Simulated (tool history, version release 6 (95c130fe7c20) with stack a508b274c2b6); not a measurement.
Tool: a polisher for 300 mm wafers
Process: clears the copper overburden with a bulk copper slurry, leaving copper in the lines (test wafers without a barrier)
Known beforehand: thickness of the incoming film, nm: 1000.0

run,hour,flow of slurry (ml/min),pressure of the wafer on the pad (psi),speed of the pad under the wafer (cm/s),abrasive content of the slurry,overpolish time after the end point (s),time until the end point was called (s),dishing of a wide line in a test structure (Å)
1,0,190,3.5,106,1,18,98.625,857.85
2,2.4,190,3.5,116,1,18,88.166,871.61
3,10.7,190,3.8,118,1,17,81.355,903.23
4,11.7,190,3.8,118,0.9,17,82.457,915.14
5,18.9,190,3.8,118,0.9,21,81.336,943.76
6,24.2,190,3,118,0.9,21,101.99,862.66
7,27.4,190,3.4,120,0.9,19,90.141,883.38
8,35.9,190,3.4,120,0.9,19,87.54,875.37

Predict the results of run 9:
9,42.2,190,3.7,122,0.9,18,?,?

For run 9 the tool returned time until the end point was called (s) 81.461, dishing of a wide line in a test structure (Å) 974.05.
